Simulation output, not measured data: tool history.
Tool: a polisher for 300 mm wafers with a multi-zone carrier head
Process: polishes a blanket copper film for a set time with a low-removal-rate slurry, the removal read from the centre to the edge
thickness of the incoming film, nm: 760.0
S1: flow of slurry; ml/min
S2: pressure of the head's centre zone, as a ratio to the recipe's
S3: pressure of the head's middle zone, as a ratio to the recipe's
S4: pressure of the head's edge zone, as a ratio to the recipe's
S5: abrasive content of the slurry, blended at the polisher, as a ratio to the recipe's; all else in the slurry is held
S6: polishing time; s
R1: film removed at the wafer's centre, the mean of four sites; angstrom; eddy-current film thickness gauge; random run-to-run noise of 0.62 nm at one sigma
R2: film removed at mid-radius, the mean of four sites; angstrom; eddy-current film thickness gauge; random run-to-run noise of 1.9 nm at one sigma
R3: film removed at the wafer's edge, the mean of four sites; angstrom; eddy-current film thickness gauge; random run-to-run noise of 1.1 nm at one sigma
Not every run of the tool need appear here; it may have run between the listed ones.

Run 1, hour 0.0: S1 150 ml/min, S2 1.00, S3 1.00, S4 1.00, S5 1.00, S6 38 s. Result: R1 774.73 angstrom, R2 795.52 angstrom, R3 748.57 angstrom.
Run 2, hour 8.1: S1 150 ml/min, S2 1.04, S3 1.00, S4 1.00, S5 1.00, S6 38 s. Result: R1 810.65 angstrom, R2 803.02 angstrom, R3 769.53 angstrom.
Run 3, hour 15.0: S1 155 ml/min, S2 1.02, S3 1.06, S4 1.05, S5 1.15, S6 40 s. Result: R1 856.18 angstrom, R2 911.26 angstrom, R3 842.11 angstrom.
Run 4, hour 19.7: S1 140 ml/min, S2 1.02, S3 1.06, S4 1.05, S5 1.15, S6 40 s. Result: R1 831.72 angstrom, R2 873.85 angstrom, R3 831.58 angstrom.
Run 5, hour 21.4: S1 160 ml/min, S2 1.01, S3 1.10, S4 1.08, S5 1.25, S6 41 s. Result: R1 891.09 angstrom, R2 973.05 angstrom, R3 894.35 angstrom.
Run 6, hour 22.0: S1 175 ml/min, S2 0.99, S3 1.13, S4 1.09, S5 1.35, S6 42 s. Result: R1 924.79 angstrom, R2 1058.10 angstrom, R3 939.65 angstrom.
Run 7, hour 24.4: S1 185 ml/min, S2 0.98, S3 1.15, S4 1.10, S5 1.40, S6 43 s. Result: R1 943.74 angstrom, R2 1148.90 angstrom, R3 973.68 angstrom.

Run 8 comes next. What will it give?
Run 8, hour 28.7: S1 190 ml/min, S2 0.98, S3 1.16, S4 1.12, S5 1.45, S6 43 s. Result: R1 ?, R2 ?, R3 ?.

R1: 970.47 angstrom
R2: 1137.00 angstrom
R3: 994.61 angstrom
